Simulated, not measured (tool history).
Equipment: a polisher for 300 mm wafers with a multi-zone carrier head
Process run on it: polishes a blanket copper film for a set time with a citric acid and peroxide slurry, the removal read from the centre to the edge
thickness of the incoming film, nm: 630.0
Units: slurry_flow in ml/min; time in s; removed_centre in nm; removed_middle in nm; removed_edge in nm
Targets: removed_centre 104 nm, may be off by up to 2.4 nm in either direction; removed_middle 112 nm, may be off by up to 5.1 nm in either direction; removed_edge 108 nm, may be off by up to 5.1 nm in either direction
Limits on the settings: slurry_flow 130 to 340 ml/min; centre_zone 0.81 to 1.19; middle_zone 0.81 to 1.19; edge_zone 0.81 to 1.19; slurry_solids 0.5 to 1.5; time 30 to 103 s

| run | day | slurry_flow | centre_zone | middle_zone | edge_zone | slurry_solids | time | removed_centre | removed_middle | removed_edge |
|---|---|---|---|---|---|---|---|---|---|---|
| 1 | 0 | 220 | 1 | 1 | 1 | 1 | 66 | 123.12 | 126.19 | 126.12 |
| 2 | 0.338 | 210 | 0.98 | 0.99 | 0.96 | 0.95 | 66 | 117.73 | 120.61 | 120.41 |
| 3 | 0.425 | 200 | 0.96 | 0.99 | 0.93 | 0.95 | 66 | 113.93 | 120.15 | 115.88 |
| 4 | 0.75 | 200 | 0.96 | 0.99 | 0.93 | 0.95 | 52 | 89.573 | 96.719 | 92.686 |
| 5 | 1.058 | 200 | 0.96 | 0.9 | 0.93 | 0.95 | 52 | 89.859 | 88.055 | 93.481 |
| 6 | 1.404 | 220 | 0.97 | 0.94 | 0.96 | 1 | 52 | 94.29 | 97.074 | 97.212 |
| 7 | 1.658 | 240 | 0.97 | 0.95 | 0.98 | 1 | 52 | 96.173 | 97.973 | 99.981 |
|  | 1.692 | slurry nozzle cleaned |
| 8 | 1.692 | 255 | 0.97 | 0.97 | 0.99 | 1 | 52 | 104.35 | 106.78 | 105.62 |

Consider the 5 candidate settings below. Which is the only one whose results all fall within their allowed miss of target?
| A | 1.725 | 220 | 0.89 | 0.88 | 1.09 | 1.05 | 53 | ? | ? | ? |
| B | 1.725 | 225 | 0.94 | 1.1 | 0.93 | 1.1 | 49 | ? | ? | ? |
| C | 1.725 | 290 | 1.05 | 0.95 | 1.03 | 0.75 | 53 | ? | ? | ? |
| D | 1.725 | 285 | 0.93 | 1.01 | 1.03 | 1.15 | 50 | ? | ? | ? |
| E | 1.725 | 250 | 0.99 | 0.87 | 1.02 | 0.75 | 59 | ? | ? | ? |

| move | removed_centre | removed_middle | removed_edge |
|---|---|---|---|
| A | 100.68 | 100.67 | 110.25 |
| B | 97.815 | 111.43 | 96.583 |
| C | 102.55 | 98.189 | 98.452 |
| D | 103.87 | 111.44 | 106.81 |
| E | 108.22 | 100.96 | 107.82 |
A: the biggest miss grows against the last run
B: brings the result that was furthest off to its target, and leaves another outside
C: the biggest miss grows against the last run
D: hits every target within its allowed miss
E: the biggest miss grows against the last run
D meets every target.
